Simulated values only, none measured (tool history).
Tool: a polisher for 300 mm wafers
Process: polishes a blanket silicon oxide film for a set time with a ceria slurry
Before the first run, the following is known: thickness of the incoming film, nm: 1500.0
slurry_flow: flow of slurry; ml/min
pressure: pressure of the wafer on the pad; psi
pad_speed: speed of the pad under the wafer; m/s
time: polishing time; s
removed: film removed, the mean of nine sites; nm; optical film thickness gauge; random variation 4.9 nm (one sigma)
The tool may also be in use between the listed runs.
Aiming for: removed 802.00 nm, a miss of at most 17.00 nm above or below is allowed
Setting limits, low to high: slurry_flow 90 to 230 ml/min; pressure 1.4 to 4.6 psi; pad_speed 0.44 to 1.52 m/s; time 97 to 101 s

| run | hour | slurry_flow | pressure | pad_speed | time | removed |
|---|---|---|---|---|---|---|
| 1 | 0.0 | 150 | 3.0 | 0.98 | 97 | 428.33 |
| 2 | 3.4 | 155 | 3.2 | 0.98 | 97 | 465.66 |
| 3 | 7.6 | 155 | 2.6 | 0.98 | 97 | 376.30 |
| 4 | 8.9 | 155 | 3.0 | 0.98 | 97 | 434.84 |
| 5 | 9.6 | 155 | 2.4 | 0.98 | 97 | 343.31 |
| 6 | 11.9 | 185 | 2.4 | 0.98 | 97 | 360.87 |
| 7 | 18.6 | 190 | 2.7 | 0.98 | 97 | 407.68 |
| 8 | 21.4 | 195 | 2.9 | 0.98 | 97 | 435.91 |
| 9 | 25.1 | 215 | 3.7 | 1.02 | 97 | 576.75 |
| 10 | 33.4 | 215 | 3.8 | 1.02 | 97 | 601.71 |
| 11 | 39.1 | 215 | 3.9 | 1.02 | 97 | 611.19 |
| 12 | 45.6 | 215 | 4.0 | 1.02 | 97 | 623.63 |
| 13 | 49.9 | 215 | 4.1 | 1.02 | 97 | 638.32 |
| 14 | 58.8 | 225 | 4.6 | 1.08 | 97 | 763.32 |

Which one of the following 4 next-run settings gets every result inside its allowed miss? There is exactly one.
| A | 67.7 | 230 | 4.5 | 1.10 | 98 | ? |
| B | 67.7 | 230 | 4.4 | 1.12 | 97 | ? |
| C | 67.7 | 230 | 4.3 | 1.18 | 99 | ? |
| D | 67.7 | 190 | 4.6 | 1.06 | 99 | ? |

| move | removed |
|---|---|
| A | 774.08 |
| B | 762.76 |
| C | 800.87 |
| D | 751.61 |
A: moves toward the targets from the last run without getting all of them in spec
B: neither nearer nor further off than the last run
C: all results land within tolerance of their targets
D: the biggest miss grows against the last run
C is the move that brings every result within its allowed miss.
